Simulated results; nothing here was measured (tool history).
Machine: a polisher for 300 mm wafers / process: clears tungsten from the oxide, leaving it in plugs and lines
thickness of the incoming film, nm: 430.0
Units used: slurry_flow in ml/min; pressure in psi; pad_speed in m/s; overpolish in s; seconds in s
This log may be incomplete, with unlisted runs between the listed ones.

run	hour	slurry_flow	pressure	pad_speed	slurry_solids	overpolish	seconds
1	0.0	180	4.5	1.06	1.0	5	65.728
2	5.5	180	5.0	1.06	1.0	5	57.100
3	12.0	180	5.0	1.06	1.1	5	56.466
4	14.8	180	5.2	1.06	1.1	5	56.501
5	20.7	180	5.5	1.06	1.1	5	50.069
6	25.2	180	5.5	0.90	1.1	5	59.468

Predict the results of run 7:
7	32.6	180	5.7	0.90	1.1	5	?

{"run 7": {"seconds": 57.419}}

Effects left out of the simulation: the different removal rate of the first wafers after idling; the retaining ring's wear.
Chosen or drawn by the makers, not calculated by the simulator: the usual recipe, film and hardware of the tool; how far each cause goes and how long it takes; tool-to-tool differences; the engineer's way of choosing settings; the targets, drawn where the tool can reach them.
